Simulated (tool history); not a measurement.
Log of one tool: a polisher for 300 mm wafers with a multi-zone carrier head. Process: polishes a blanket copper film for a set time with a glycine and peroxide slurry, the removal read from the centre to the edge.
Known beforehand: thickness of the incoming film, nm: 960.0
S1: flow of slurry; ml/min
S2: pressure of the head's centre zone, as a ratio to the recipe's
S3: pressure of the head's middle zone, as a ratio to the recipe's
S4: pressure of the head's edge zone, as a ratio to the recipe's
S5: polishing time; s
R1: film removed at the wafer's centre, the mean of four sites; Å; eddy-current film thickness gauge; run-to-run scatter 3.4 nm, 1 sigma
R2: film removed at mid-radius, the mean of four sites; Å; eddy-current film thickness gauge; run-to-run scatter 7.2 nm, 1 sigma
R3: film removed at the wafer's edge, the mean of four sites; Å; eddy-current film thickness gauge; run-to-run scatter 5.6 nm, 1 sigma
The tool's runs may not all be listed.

| run | hour | S1 | S2 | S3 | S4 | S5 | R1 | R2 | R3 |
|---|---|---|---|---|---|---|---|---|---|
| 1 | 0.0 | 270 | 1.00 | 1.00 | 1.00 | 53 | 3328.3 | 3685.0 | 3785.2 |
| 2 | 2.7 | 270 | 0.96 | 1.00 | 1.00 | 53 | 3171.9 | 3788.3 | 3745.6 |
| 3 | 4.5 | 210 | 0.96 | 1.00 | 1.00 | 53 | 3070.1 | 3694.0 | 3704.5 |
| 4 | 12.3 | 210 | 1.04 | 1.00 | 1.00 | 53 | 3373.1 | 3590.8 | 3664.1 |
| 5 | 20.7 | 220 | 1.05 | 1.02 | 1.02 | 55 | 3521.4 | 3864.6 | 3975.2 |
| 6 | 22.7 | 230 | 1.07 | 1.04 | 1.03 | 57 | 3772.9 | 4116.1 | 4028.3 |
| 7 | 25.1 | 230 | 1.07 | 1.04 | 1.05 | 59 | 3886.7 | 4207.0 | 4238.1 |
| 8 | 30.7 | 235 | 1.07 | 1.05 | 1.06 | 61 | 4032.4 | 4331.6 | 4364.9 |

Run 9 has not been measured yet. What should we expect?
| 9 | 38.1 | 220 | 1.06 | 1.14 | 1.14 | 76 | ? | ? | ? |

Run 9 measured R1 4908.1 Å, R2 5962.4 Å, R3 5595.9 Å.
